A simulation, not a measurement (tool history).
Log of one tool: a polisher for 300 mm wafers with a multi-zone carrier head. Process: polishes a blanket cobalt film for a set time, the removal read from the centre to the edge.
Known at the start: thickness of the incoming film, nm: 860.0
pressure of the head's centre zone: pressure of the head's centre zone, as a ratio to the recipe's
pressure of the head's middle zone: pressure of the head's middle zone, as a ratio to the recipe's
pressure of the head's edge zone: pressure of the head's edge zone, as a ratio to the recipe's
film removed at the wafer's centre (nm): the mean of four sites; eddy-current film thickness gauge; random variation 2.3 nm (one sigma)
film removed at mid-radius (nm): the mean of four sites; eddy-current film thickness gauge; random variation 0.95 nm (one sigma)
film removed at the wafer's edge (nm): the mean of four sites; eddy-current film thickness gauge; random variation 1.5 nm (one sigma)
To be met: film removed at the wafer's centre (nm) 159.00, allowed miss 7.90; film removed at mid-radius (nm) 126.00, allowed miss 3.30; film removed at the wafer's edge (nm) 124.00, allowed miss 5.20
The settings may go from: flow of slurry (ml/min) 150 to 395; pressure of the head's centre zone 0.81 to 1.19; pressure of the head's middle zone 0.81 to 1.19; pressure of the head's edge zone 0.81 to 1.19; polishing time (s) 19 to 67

run	hour	flow of slurry (ml/min)	pressure of the head's centre zone	pressure of the head's middle zone	pressure of the head's edge zone	polishing time (s)	film removed at the wafer's centre (nm)	film removed at mid-radius (nm)	film removed at the wafer's edge (nm)
1	0.0	250	1.00	1.00	1.00	43	124.55	116.46	114.48
2	7.2	250	1.00	1.04	1.00	43	119.90	120.17	117.97
3	13.7	250	1.00	1.12	1.00	43	120.81	128.79	114.53
4	19.6	250	1.00	1.06	1.00	43	119.36	120.61	114.08
5	22.1	250	1.00	1.09	1.00	43	120.69	125.37	112.20
6	24.1	250	1.00	1.09	1.00	38	109.32	111.44	100.93
7	26.4	260	1.03	1.08	1.01	39	112.11	113.34	105.64
8	31.0	255	1.06	1.06	0.98	41	125.45	117.07	107.99
9	38.1	260	1.08	1.05	0.99	42	129.00	118.55	113.35

Which of these 5 next moves meets every target?
A	45.2	330	0.86	1.10	0.86	41	?	?	?
B	45.2	255	1.15	1.06	0.89	44	?	?	?
C	45.2	250	1.19	0.92	0.93	47	?	?	?
D	45.2	240	1.18	0.97	0.92	48	?	?	?
E	45.2	240	0.86	1.03	1.19	46	?	?	?

move	film removed at the wafer's centre (nm)	film removed at mid-radius (nm)	film removed at the wafer's edge (nm)
A	103.06	123.31	105.48
B	143.70	124.51	112.22
C	158.28	117.71	121.77
D	159.39	125.00	123.30
E	111.10	126.19	130.49
A: further off than the last run
B: nearer than the last run, and not there yet
C: brings the result that was furthest off to its target, and leaves another outside
D: meets every target
E: further off than the last run
Move D is the one to make.
